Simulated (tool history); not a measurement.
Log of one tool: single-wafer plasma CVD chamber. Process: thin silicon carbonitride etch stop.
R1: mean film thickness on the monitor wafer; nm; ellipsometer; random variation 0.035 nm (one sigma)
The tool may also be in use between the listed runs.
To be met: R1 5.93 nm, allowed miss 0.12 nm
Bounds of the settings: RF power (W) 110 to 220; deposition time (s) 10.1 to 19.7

{"run": 1, "hour": 0.0, "RF power (W)": 165, "deposition time (s)": 14.9, "R1": 8.1594}
{"run": 2, "hour": 1.1, "RF power (W)": 165, "deposition time (s)": 16.4, "R1": 9.0491}
{"run": 3, "hour": 3.6, "RF power (W)": 160, "deposition time (s)": 15.4, "R1": 8.3152}
{"run": 4, "hour": 10.7, "RF power (W)": 150, "deposition time (s)": 14.7, "R1": 7.6769}
{"run": 5, "hour": 16.0, "RF power (W)": 165, "deposition time (s)": 14.7, "R1": 8.0543}
{"run": 6, "hour": 18.1, "RF power (W)": 155, "deposition time (s)": 14.2, "R1": 7.514}
{"run": 7, "hour": 20.3, "RF power (W)": 150, "deposition time (s)": 13.9, "R1": 7.3133}
{"run": 8, "hour": 26.7, "RF power (W)": 150, "deposition time (s)": 13.9, "R1": 7.3217}
{"run": 9, "hour": 28.3, "RF power (W)": 145, "deposition time (s)": 13.5, "R1": 7.0303}
{"run": 10, "hour": 36.8, "RF power (W)": 140, "deposition time (s)": 13.2, "R1": 6.7333}

Which of these 5 next moves meets every target?
{"run": "A", "hour": 45.3, "RF power (W)": 135, "deposition time (s)": 15, "R1": "?"}
{"run": "B", "hour": 45.3, "RF power (W)": 140, "deposition time (s)": 11.6, "R1": "?"}
{"run": "C", "hour": 45.3, "RF power (W)": 125, "deposition time (s)": 12.9, "R1": "?"}
{"run": "D", "hour": 45.3, "RF power (W)": 165, "deposition time (s)": 15.1, "R1": "?"}
{"run": "E", "hour": 45.3, "RF power (W)": 110, "deposition time (s)": 13.6, "R1": "?"}

move=A R1=7.4386
move=B R1=5.8459
move=C R1=6.1766
move=D R1=8.1591
move=E R1=6.1216
A: further off than the last run
B: meets every target
C: nearer than the last run, and not there yet
D: further off than the last run
E: nearer than the last run, and not there yet
Move B is the one to make.
